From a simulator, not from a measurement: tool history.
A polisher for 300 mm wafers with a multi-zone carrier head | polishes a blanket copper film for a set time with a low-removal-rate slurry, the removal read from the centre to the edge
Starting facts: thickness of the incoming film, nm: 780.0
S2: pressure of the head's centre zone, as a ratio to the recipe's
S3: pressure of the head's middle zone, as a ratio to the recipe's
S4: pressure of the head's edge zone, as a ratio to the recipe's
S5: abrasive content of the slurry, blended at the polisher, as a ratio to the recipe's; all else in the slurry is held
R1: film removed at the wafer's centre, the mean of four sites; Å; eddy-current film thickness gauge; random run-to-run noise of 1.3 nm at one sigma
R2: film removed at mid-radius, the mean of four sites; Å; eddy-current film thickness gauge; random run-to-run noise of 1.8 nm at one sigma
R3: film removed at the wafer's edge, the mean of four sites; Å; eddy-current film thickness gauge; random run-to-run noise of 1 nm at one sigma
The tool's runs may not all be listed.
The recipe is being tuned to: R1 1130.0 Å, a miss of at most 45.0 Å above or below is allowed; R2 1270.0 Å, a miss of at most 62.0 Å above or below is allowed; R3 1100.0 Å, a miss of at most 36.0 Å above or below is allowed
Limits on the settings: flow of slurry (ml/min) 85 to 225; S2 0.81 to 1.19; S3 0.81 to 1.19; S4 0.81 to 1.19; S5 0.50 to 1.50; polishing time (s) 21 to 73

{"run": 1, "hour": 0.0, "flow of slurry (ml/min)": 145, "S2": 1.0, "S3": 1.0, "S4": 1.0, "S5": 1.0, "polishing time (s)": 47, "R1": 1230.7, "R2": 1270.1, "R3": 1256.9}
{"run": 2, "hour": 6.8, "flow of slurry (ml/min)": 175, "S2": 1.0, "S3": 1.0, "S4": 1.0, "S5": 1.0, "polishing time (s)": 47, "R1": 1316.3, "R2": 1370.9, "R3": 1280.9}
{"run": 3, "hour": 10.5, "flow of slurry (ml/min)": 165, "S2": 0.99, "S3": 1.02, "S4": 0.96, "S5": 0.95, "polishing time (s)": 47, "R1": 1255.9, "R2": 1334.0, "R3": 1242.3}
{"run": 4, "hour": 16.0, "flow of slurry (ml/min)": 165, "S2": 0.96, "S3": 1.02, "S4": 0.96, "S5": 0.95, "polishing time (s)": 47, "R1": 1217.7, "R2": 1368.6, "R3": 1256.9}
{"run": 5, "hour": 17.4, "flow of slurry (ml/min)": 165, "S2": 0.96, "S3": 0.96, "S4": 0.96, "S5": 0.95, "polishing time (s)": 47, "R1": 1212.2, "R2": 1241.2, "R3": 1230.2}
{"run": 6, "hour": 18.1, "flow of slurry (ml/min)": 170, "S2": 0.96, "S3": 0.98, "S4": 0.93, "S5": 0.9, "polishing time (s)": 46, "R1": 1196.0, "R2": 1288.5, "R3": 1179.7}
{"run": 7, "hour": 20.8, "flow of slurry (ml/min)": 165, "S2": 0.96, "S3": 0.98, "S4": 0.91, "S5": 0.85, "polishing time (s)": 46, "R1": 1167.5, "R2": 1193.7, "R3": 1180.0}
{"run": 8, "hour": 22.8, "flow of slurry (ml/min)": 175, "S2": 0.95, "S3": 0.99, "S4": 0.9, "S5": 0.85, "polishing time (s)": 45, "R1": 1181.8, "R2": 1213.2, "R3": 1131.8}
{"run": 9, "hour": 29.9, "flow of slurry (ml/min)": 175, "S2": 0.94, "S3": 1.01, "S4": 0.89, "S5": 0.85, "polishing time (s)": 45, "R1": 1136.3, "R2": 1270.1, "R3": 1156.1}
{"run": 10, "hour": 31.8, "flow of slurry (ml/min)": 180, "S2": 0.94, "S3": 1.01, "S4": 0.88, "S5": 0.85, "polishing time (s)": 45, "R1": 1152.8, "R2": 1276.1, "R3": 1166.9}

Next run, 4 choices. One meets every target within its allowed miss, the rest don't. Which?
{"run": "A", "hour": 33.7, "flow of slurry (ml/min)": 220, "S2": 0.98, "S3": 1.08, "S4": 0.94, "S5": 1.0, "polishing time (s)": 40, "R1": "?", "R2": "?", "R3": "?"}
{"run": "B", "hour": 33.7, "flow of slurry (ml/min)": 125, "S2": 0.88, "S3": 1.05, "S4": 0.99, "S5": 1.15, "polishing time (s)": 50, "R1": "?", "R2": "?", "R3": "?"}
{"run": "C", "hour": 33.7, "flow of slurry (ml/min)": 145, "S2": 0.93, "S3": 1.0, "S4": 0.94, "S5": 1.05, "polishing time (s)": 46, "R1": "?", "R2": "?", "R3": "?"}
{"run": "D", "hour": 33.7, "flow of slurry (ml/min)": 165, "S2": 0.93, "S3": 1.13, "S4": 0.91, "S5": 1.25, "polishing time (s)": 40, "R1": "?", "R2": "?", "R3": "?"}

move=A R1=1132.2 R2=1255.0 R3=1090.8
move=B R1=1155.7 R2=1414.3 R3=1323.2
move=C R1=1149.2 R2=1270.3 R3=1202.5
move=D R1=1065.2 R2=1301.1 R3=1086.3
A: each result inside its tolerance
B: its largest miss is bigger than the last run's
C: its largest miss is bigger than the last run's
D: brings the last run's worst result on target, with another outside its allowed miss
Correct choice: A, which meets every target

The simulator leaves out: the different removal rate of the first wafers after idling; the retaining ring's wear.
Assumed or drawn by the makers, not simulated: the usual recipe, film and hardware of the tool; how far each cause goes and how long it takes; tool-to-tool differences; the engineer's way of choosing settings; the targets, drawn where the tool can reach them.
